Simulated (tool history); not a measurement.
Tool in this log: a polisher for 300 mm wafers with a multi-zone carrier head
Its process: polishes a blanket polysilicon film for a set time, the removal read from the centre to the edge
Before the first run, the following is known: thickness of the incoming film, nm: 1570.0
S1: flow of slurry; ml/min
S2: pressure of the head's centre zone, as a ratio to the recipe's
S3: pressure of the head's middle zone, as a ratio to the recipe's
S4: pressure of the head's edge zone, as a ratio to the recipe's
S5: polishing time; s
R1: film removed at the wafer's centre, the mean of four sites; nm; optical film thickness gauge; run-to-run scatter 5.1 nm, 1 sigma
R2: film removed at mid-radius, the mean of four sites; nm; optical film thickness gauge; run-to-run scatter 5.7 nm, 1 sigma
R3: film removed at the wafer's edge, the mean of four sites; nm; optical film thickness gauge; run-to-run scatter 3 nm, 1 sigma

{"run": 1, "day": 0.0, "S1": 255, "S2": 1, "S3": 1, "S4": 1, "S5": 48, "R1": 477.3, "R2": 464.22, "R3": 467.41}
{"run": 2, "day": 0.167, "S1": 255, "S2": 0.96, "S3": 1, "S4": 1, "S5": 48, "R1": 459.85, "R2": 465.33, "R3": 466.38}
{"run": 3, "day": 0.512, "S1": 255, "S2": 0.96, "S3": 1, "S4": 0.96, "S5": 48, "R1": 471.82, "R2": 471.79, "R3": 453.98}
{"run": 4, "day": 0.658, "S1": 255, "S2": 0.97, "S3": 1, "S4": 0.92, "S5": 46, "R1": 449.41, "R2": 454.56, "R3": 432.82}
{"run": 5, "day": 1.033, "S1": 255, "S2": 0.97, "S3": 1, "S4": 0.96, "S5": 46, "R1": 440.8, "R2": 448.78, "R3": 439.54}
{"run": 6, "day": 1.329, "S1": 255, "S2": 0.89, "S3": 1, "S4": 0.96, "S5": 46, "R1": 415.05, "R2": 455.34, "R3": 429.13}
{"run": 7, "day": 1.525, "S1": 265, "S2": 0.96, "S3": 1.03, "S4": 0.92, "S5": 43, "R1": 419.2, "R2": 438.63, "R3": 398.65}

For run 8, what comes out?
{"run": 8, "day": 1.621, "S1": 260, "S2": 1.06, "S3": 1.06, "S4": 0.82, "S5": 39, "R1": "?", "R2": "?", "R3": "?"}

R1: 413.14 nm
R2: 401.73 nm
R3: 339.47 nm
